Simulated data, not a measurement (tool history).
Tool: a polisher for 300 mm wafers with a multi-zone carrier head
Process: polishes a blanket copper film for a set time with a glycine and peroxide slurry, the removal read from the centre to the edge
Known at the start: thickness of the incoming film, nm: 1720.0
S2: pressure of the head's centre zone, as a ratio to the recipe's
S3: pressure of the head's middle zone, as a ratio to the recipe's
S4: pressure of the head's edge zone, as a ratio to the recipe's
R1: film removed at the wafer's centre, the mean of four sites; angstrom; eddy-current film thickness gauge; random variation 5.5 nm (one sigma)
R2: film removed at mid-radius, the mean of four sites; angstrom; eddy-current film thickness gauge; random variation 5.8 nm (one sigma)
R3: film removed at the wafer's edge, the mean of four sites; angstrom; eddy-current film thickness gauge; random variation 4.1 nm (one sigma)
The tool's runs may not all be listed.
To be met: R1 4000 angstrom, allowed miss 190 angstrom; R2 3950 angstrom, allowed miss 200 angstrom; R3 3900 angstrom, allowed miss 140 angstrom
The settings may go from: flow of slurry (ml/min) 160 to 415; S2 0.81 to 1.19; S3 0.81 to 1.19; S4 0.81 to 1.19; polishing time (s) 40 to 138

run 1 hour=0 | flow_of_slurry_(ml/min)=265 S2=1 S3=1 S4=1 polishing_time_(s)=88 | R1=3003.5 R2=2981.6 R3=2960.1
run 2 hour=5.6 | flow_of_slurry_(ml/min)=265 S2=1 S3=1 S4=1 polishing_time_(s)=107 | R1=3652.7 R2=3675.6 R3=3611.5
run 3 hour=13.2 | flow_of_slurry_(ml/min)=265 S2=1 S3=1.08 S4=1 polishing_time_(s)=107 | R1=3630.5 R2=3934.4 R3=3639.6
run 4 hour=19.8 | flow_of_slurry_(ml/min)=265 S2=1.08 S3=1.08 S4=1 polishing_time_(s)=107 | R1=4018.5 R2=3902.5 R3=3592.7
run 5 hour=21.2 | flow_of_slurry_(ml/min)=265 S2=1.14 S3=1.08 S4=1 polishing_time_(s)=107 | R1=4184.1 R2=3886 R3=3579.6
run 6 hour=28.4 | flow_of_slurry_(ml/min)=265 S2=1.12 S3=1.08 S4=1.02 polishing_time_(s)=108 | R1=4075.2 R2=4036.3 R3=3728.7
run 7 hour=30.5 | flow_of_slurry_(ml/min)=265 S2=1.12 S3=1.07 S4=1.03 polishing_time_(s)=108 | R1=4170.3 R2=3868.7 R3=3694.5
run 8 hour=39 | flow_of_slurry_(ml/min)=265 S2=1.11 S3=1.07 S4=1.04 polishing_time_(s)=108 | R1=4008.9 R2=3958.5 R3=3755.1
run 9 hour=46 | flow_of_slurry_(ml/min)=265 S2=1.11 S3=1.06 S4=1.05 polishing_time_(s)=108 | R1=4085.1 R2=3926.7 R3=3754.2

4 next moves are on the table. One of them brings every result within its allowed miss. Which?
run A hour=53 | flow_of_slurry_(ml/min)=235 S2=1.1 S3=0.94 S4=1.14 polishing_time_(s)=110 | R1=? R2=? R3=?
run B hour=53 | flow_of_slurry_(ml/min)=260 S2=1.11 S3=1.06 S4=1.04 polishing_time_(s)=104 | R1=? R2=? R3=?
run C hour=53 | flow_of_slurry_(ml/min)=210 S2=1.07 S3=1.06 S4=1.09 polishing_time_(s)=113 | R1=? R2=? R3=?
run D hour=53 | flow_of_slurry_(ml/min)=235 S2=0.91 S3=0.89 S4=1.19 polishing_time_(s)=115 | R1=? R2=? R3=?

move=A R1=4111.5 R2=3532.7 R3=3961
move=B R1=3982.7 R2=3746.2 R3=3606
move=C R1=4040.4 R2=3950.3 R3=3921.4
move=D R1=3584.7 R2=3532.1 R3=4237.4
A: brings the result that was furthest off to its target, and leaves another outside
B: further off than the last run
C: meets every target
D: takes the result that was furthest off past its target
Move C is the one to make.
